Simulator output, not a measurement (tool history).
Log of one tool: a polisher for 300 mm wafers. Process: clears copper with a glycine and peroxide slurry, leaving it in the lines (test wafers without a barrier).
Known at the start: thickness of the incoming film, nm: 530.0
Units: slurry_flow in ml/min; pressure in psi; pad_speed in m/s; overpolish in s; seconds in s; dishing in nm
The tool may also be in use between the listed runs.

run  hour  slurry_flow  pressure  pad_speed  overpolish  seconds  dishing
  1     0          290       1.8        1.2          19   131.86   51.672
  2     9          280       1.7       1.24          18   128.78   46.482
  3  10.3          280       1.7       1.24          14   129.15   39.432
  4  17.1          270       1.6       1.26          13   136.95   36.515
  5    24          270       1.6       1.26          19   135.18    46.09
  6  30.3          260       1.5        1.3          18   140.28   44.376
  7  38.1          255       1.4       1.34          17   140.91   41.117
  8  46.6          245       1.3       1.36          16   150.15    38.22
  9  55.1          325       0.8       1.48           7   186.39   15.629
 10  58.8          330       0.8        1.5           7    184.9   15.864
 11  66.4          340       0.8       1.52           7   186.69   15.502

Forecast run 12:
 12  71.9          345       0.8       1.54           7        ?        ?

seconds: 184.26 s
dishing: 15.815 nm

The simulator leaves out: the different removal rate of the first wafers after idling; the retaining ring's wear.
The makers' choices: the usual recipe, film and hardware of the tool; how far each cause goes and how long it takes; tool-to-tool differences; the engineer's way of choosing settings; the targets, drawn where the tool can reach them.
